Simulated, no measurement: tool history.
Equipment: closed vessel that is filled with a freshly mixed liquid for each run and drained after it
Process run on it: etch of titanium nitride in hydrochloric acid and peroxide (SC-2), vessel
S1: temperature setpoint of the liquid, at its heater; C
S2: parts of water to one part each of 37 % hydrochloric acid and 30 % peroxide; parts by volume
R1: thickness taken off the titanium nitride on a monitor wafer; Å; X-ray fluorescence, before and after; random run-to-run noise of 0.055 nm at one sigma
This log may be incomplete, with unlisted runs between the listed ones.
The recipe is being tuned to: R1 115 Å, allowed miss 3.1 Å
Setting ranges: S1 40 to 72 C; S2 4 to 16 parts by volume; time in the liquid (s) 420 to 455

Run 1, hour 0: S1 56 C, S2 9 parts by volume, time in the liquid (s) 420. Result: R1 303.9 Å.
Run 2, hour 7.2: S1 56 C, S2 9 parts by volume, time in the liquid (s) 420. Result: R1 305.31 Å.
Run 3, hour 15.2: S1 56 C, S2 9 parts by volume, time in the liquid (s) 455. Result: R1 328.95 Å.
Run 4, hour 23.9: S1 52.5 C, S2 9 parts by volume, time in the liquid (s) 455. Result: R1 262.62 Å.
Run 5, hour 30.5: S1 52.5 C, S2 9 parts by volume, time in the liquid (s) 455. Result: R1 262.58 Å.
Run 6, hour 36.7: S1 52.5 C, S2 10 parts by volume, time in the liquid (s) 455. Result: R1 241.12 Å.
Run 7, hour 41.5: S1 50 C, S2 10 parts by volume, time in the liquid (s) 455. Result: R1 203.67 Å.
Run 8, hour 47.9: S1 48 C, S2 10 parts by volume, time in the liquid (s) 455. Result: R1 178.18 Å.
Run 9, hour 54: S1 46.5 C, S2 10 parts by volume, time in the liquid (s) 455. Result: R1 161.19 Å.
Run 10, hour 59.4: S1 45.5 C, S2 10 parts by volume, time in the liquid (s) 455. Result: R1 150.64 Å.

5 candidate next runs follow, results not yet known. Just one meets every target within its allowed miss. Identify it.
Run A, hour 64.8: S1 42 C, S2 11 parts by volume, time in the liquid (s) 420. Result: R1 ?.
Run B, hour 64.8: S1 44 C, S2 11 parts by volume, time in the liquid (s) 420. Result: R1 ?.
Run C, hour 64.8: S1 46 C, S2 8 parts by volume, time in the liquid (s) 435. Result: R1 ?.
Run D, hour 64.8: S1 45.5 C, S2 8.5 parts by volume, time in the liquid (s) 440. Result: R1 ?.
Run E, hour 64.8: S1 46 C, S2 7 parts by volume, time in the liquid (s) 455. Result: R1 ?.

move      R1
   A  99.335
   B  114.19
   C  176.42
   D  164.23
   E  205.03
A: pushes the last run's worst result past its target
B: every result lands within tolerance
C: moves away from the targets compared with the last run
D: moves away from the targets compared with the last run
E: moves away from the targets compared with the last run
B meets every target.
